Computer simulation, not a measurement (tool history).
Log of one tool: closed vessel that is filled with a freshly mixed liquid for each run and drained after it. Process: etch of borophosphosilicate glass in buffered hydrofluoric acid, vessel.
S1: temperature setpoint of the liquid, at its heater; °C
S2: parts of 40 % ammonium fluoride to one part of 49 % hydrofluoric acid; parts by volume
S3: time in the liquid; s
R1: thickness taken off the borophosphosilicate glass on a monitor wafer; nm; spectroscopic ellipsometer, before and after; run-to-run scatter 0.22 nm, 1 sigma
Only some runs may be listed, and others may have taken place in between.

run	hour	S1	S2	S3	R1
1	0.0	22.0	13.0	30	48.663
2	6.0	22.0	11.0	30	57.633
3	9.2	22.0	8.5	30	71.851
4	10.3	22.0	5.0	30	119.090
5	18.2	20.5	5.5	30	101.780
6	23.7	19.5	6.0	30	88.985

For run 7, what comes out?
7	27.9	18.5	6.5	30	?

Run 7 gave R1 77.837 nm.

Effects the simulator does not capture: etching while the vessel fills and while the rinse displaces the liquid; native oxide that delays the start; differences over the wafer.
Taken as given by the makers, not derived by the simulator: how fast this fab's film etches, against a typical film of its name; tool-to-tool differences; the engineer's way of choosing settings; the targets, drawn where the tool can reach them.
